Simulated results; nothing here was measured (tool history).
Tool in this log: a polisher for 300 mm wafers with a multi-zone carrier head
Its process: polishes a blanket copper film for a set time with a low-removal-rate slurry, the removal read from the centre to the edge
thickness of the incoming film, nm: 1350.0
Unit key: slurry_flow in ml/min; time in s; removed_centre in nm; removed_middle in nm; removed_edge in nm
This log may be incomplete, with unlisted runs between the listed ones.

| run | hour | slurry_flow | centre_zone | middle_zone | edge_zone | slurry_solids | time | removed_centre | removed_middle | removed_edge |
|---|---|---|---|---|---|---|---|---|---|---|
| 1 | 0.0 | 215 | 1.00 | 1.00 | 1.00 | 1.00 | 45 | 169.20 | 174.150 | 166.150 |
| 2 | 3.4 | 215 | 1.00 | 0.95 | 1.00 | 1.00 | 45 | 172.22 | 168.200 | 165.760 |
| 3 | 5.3 | 215 | 0.92 | 0.95 | 1.00 | 1.00 | 45 | 154.35 | 164.960 | 167.310 |
| 4 | 7.9 | 210 | 0.97 | 0.91 | 0.95 | 0.85 | 38 | 135.53 | 134.770 | 134.910 |
| 5 | 15.3 | 205 | 1.02 | 0.88 | 0.93 | 0.75 | 33 | 121.40 | 111.200 | 113.300 |
| 6 | 18.8 | 205 | 1.02 | 0.94 | 0.93 | 0.75 | 33 | 120.58 | 116.820 | 115.100 |
| 7 | 19.9 | 205 | 1.02 | 0.94 | 0.93 | 0.75 | 33 | 121.45 | 117.050 | 111.620 |
| 8 | 24.2 | 190 | 1.05 | 0.90 | 0.90 | 0.65 | 31 | 113.98 | 102.810 | 100.490 |
| 9 | 28.0 | 175 | 1.06 | 0.87 | 0.88 | 0.60 | 31 | 110.23 | 98.329 | 98.515 |

Run 10, settings as shown, results not yet in. Your forecast:
| 10 | 32.2 | 170 | 1.09 | 0.85 | 0.86 | 0.55 | 30 | ? | ? | ? |

{"run 10": {"removed_centre": 108.96, "removed_middle": 90.385, "removed_edge": 93.967}}

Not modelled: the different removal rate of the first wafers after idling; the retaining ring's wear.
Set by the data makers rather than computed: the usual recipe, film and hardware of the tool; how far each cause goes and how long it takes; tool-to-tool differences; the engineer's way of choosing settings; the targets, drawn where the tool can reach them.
